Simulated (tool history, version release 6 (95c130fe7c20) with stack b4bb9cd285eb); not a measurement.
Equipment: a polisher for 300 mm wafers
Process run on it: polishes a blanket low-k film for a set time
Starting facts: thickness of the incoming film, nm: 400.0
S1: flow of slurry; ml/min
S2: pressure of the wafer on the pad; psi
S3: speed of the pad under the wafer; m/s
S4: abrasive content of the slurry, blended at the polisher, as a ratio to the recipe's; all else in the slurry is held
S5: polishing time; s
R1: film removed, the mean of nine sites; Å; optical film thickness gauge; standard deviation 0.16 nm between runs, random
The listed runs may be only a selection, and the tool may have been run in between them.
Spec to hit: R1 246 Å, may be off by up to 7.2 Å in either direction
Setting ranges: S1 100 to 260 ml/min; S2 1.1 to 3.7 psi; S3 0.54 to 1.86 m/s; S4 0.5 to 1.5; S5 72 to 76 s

{"run": 1, "hour": 0.0, "S1": 165, "S2": 2.4, "S3": 1.18, "S4": 1, "S5": 72, "R1": 315.04}
{"run": 2, "hour": 5.5, "S1": 165, "S2": 2.4, "S3": 1.18, "S4": 1, "S5": 76, "R1": 332.44}
{"run": 3, "hour": 7.6, "S1": 165, "S2": 2.9, "S3": 1.18, "S4": 1, "S5": 76, "R1": 391.97}
{"run": 4, "hour": 12.3, "S1": 165, "S2": 3.4, "S3": 1.18, "S4": 1, "S5": 76, "R1": 447.4}
{"run": 5, "hour": 21.0, "S1": 140, "S2": 3.4, "S3": 1.18, "S4": 1, "S5": 76, "R1": 434.84}
{"run": 6, "hour": 29.7, "S1": 140, "S2": 3.2, "S3": 1.18, "S4": 1, "S5": 76, "R1": 414.87}
{"run": 7, "hour": 30.6, "S1": 140, "S2": 3, "S3": 1.18, "S4": 1, "S5": 76, "R1": 393.92}
{"run": 8, "hour": 37.8, "S1": 140, "S2": 2.8, "S3": 1.18, "S4": 1, "S5": 76, "R1": 366.2}
{"run": 9, "hour": 45.2, "S1": 140, "S2": 2.7, "S3": 1.18, "S4": 1, "S5": 76, "R1": 355.35}
{"run": 10, "hour": 51.3, "S1": 140, "S2": 2.6, "S3": 1.18, "S4": 1, "S5": 76, "R1": 345.64}
{"run": 11, "hour": 53.5, "S1": 125, "S2": 2, "S3": 1.16, "S4": 1, "S5": 76, "R1": 270.64}
{"run": 12, "hour": 62.2, "S1": 125, "S2": 2, "S3": 1.16, "S4": 1, "S5": 76, "R1": 268.22}
{"run": 13, "hour": 66.9, "S1": 125, "S2": 2, "S3": 1.16, "S4": 1, "S5": 76, "R1": 272.42}

Of the 5 settings listed for the next run, only one would bring every result within its allowed miss of target. Which one?
{"run": "A", "hour": 71.6, "S1": 215, "S2": 1.8, "S3": 1.28, "S4": 0.6, "S5": 73, "R1": "?"}
{"run": "B", "hour": 71.6, "S1": 125, "S2": 1.9, "S3": 1.26, "S4": 0.7, "S5": 73, "R1": "?"}
{"run": "C", "hour": 71.6, "S1": 135, "S2": 1.8, "S3": 1.16, "S4": 0.95, "S5": 72, "R1": "?"}
{"run": "D", "hour": 71.6, "S1": 145, "S2": 1.9, "S3": 1.28, "S4": 0.8, "S5": 72, "R1": "?"}
{"run": "E", "hour": 71.6, "S1": 140, "S2": 2.2, "S3": 0.96, "S4": 0.8, "S5": 72, "R1": "?"}

move=A R1=230.86
move=B R1=230.96
move=C R1=232.57
move=D R1=248.75
move=E R1=226.02
A: pushes the last run's worst result past its target
B: pushes the last run's worst result past its target
C: pushes the last run's worst result past its target
D: every result within its allowed miss
E: pushes the last run's worst result past its target
Go with D: it meets all targets.

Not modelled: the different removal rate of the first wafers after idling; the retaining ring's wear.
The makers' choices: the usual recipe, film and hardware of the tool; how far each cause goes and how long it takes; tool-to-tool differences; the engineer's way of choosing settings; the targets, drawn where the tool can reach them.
